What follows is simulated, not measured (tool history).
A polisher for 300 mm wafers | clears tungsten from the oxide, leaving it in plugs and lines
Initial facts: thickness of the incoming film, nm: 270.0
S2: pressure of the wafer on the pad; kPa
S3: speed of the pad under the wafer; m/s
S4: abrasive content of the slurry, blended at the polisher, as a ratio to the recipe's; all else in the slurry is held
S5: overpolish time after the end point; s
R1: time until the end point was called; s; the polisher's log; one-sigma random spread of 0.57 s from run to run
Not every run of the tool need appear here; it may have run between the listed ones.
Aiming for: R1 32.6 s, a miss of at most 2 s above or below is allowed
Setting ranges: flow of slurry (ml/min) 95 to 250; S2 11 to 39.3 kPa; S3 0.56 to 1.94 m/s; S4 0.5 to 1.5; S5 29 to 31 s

Run 1, hour 0: flow of slurry (ml/min) 160, S2 24.8 kPa, S3 1.24 m/s, S4 1, S5 29 s. Result: R1 54.532 s.
Run 2, hour 3.2: flow of slurry (ml/min) 160, S2 31 kPa, S3 1.24 m/s, S4 1, S5 29 s. Result: R1 46.833 s.
Run 3, hour 6: flow of slurry (ml/min) 160, S2 33.1 kPa, S3 1.28 m/s, S4 1, S5 29 s. Result: R1 42.236 s.
Run 4, hour 14.2: flow of slurry (ml/min) 160, S2 27.6 kPa, S3 1.28 m/s, S4 1, S5 29 s. Result: R1 48.109 s.
Run 5, hour 15.5: flow of slurry (ml/min) 160, S2 29.6 kPa, S3 1.28 m/s, S4 1, S5 29 s. Result: R1 46.594 s.
Run 6, hour 16.6: flow of slurry (ml/min) 160, S2 29.6 kPa, S3 1.28 m/s, S4 1, S5 29 s. Result: R1 46.616 s.
Run 7, hour 24.1: flow of slurry (ml/min) 160, S2 36.5 kPa, S3 1.34 m/s, S4 1, S5 29 s. Result: R1 38.215 s.
Run 8, hour 33: flow of slurry (ml/min) 160, S2 37.2 kPa, S3 1.38 m/s, S4 1, S5 29 s. Result: R1 35.817 s.
Run 9, hour 34.5: flow of slurry (ml/min) 160, S2 37.9 kPa, S3 1.4 m/s, S4 1, S5 29 s. Result: R1 35.316 s.

Below are 4 possible settings for the next run. Only one of them brings all results inside the allowed miss of their targets. Which is it?
Run A, hour 36: flow of slurry (ml/min) 160, S2 35.2 kPa, S3 1.26 m/s, S4 1.05, S5 29 s. Result: R1 ?.
Run B, hour 36: flow of slurry (ml/min) 210, S2 37.9 kPa, S3 1.14 m/s, S4 1.25, S5 29 s. Result: R1 ?.
Run C, hour 36: flow of slurry (ml/min) 145, S2 37.9 kPa, S3 1.34 m/s, S4 1, S5 31 s. Result: R1 ?.
Run D, hour 36: flow of slurry (ml/min) 180, S2 38.6 kPa, S3 1.48 m/s, S4 1, S5 29 s. Result: R1 ?.

move      R1
   A  41.589
   B  39.699
   C  38.245
   D  33.264
A: its largest miss is bigger than the last run's
B: its largest miss is bigger than the last run's
C: its largest miss is bigger than the last run's
D: meets every target
Answer: D
